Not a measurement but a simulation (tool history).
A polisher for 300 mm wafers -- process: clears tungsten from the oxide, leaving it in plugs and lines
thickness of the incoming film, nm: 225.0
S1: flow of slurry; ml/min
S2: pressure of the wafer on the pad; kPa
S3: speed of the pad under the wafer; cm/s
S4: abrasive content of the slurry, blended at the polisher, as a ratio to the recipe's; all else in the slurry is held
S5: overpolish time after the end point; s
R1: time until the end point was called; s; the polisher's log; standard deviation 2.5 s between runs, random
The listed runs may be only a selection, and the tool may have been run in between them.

| run | hour | S1 | S2 | S3 | S4 | S5 | R1 |
|---|---|---|---|---|---|---|---|
| 1 | 0.0 | 155 | 18.6 | 90 | 1.0 | 10 | 81.478 |
| 2 | 1.9 | 180 | 18.6 | 90 | 1.0 | 10 | 77.597 |
| 3 | 7.1 | 180 | 18.6 | 90 | 1.0 | 10 | 76.847 |
| 4 | 15.9 | 180 | 18.6 | 72 | 1.0 | 10 | 92.312 |
| 5 | 17.9 | 180 | 14.5 | 72 | 1.0 | 10 | 111.350 |
| 6 | 23.4 | 145 | 14.5 | 72 | 1.0 | 10 | 115.640 |
| 7 | 32.4 | 145 | 14.5 | 72 | 1.0 | 10 | 117.170 |
| 8 | 36.9 | 145 | 13.8 | 72 | 1.0 | 10 | 117.990 |

Run 9 has not been measured yet. What should we expect?
| 9 | 38.6 | 145 | 13.1 | 70 | 1.0 | 10 | ? |

R1: 126.590 s
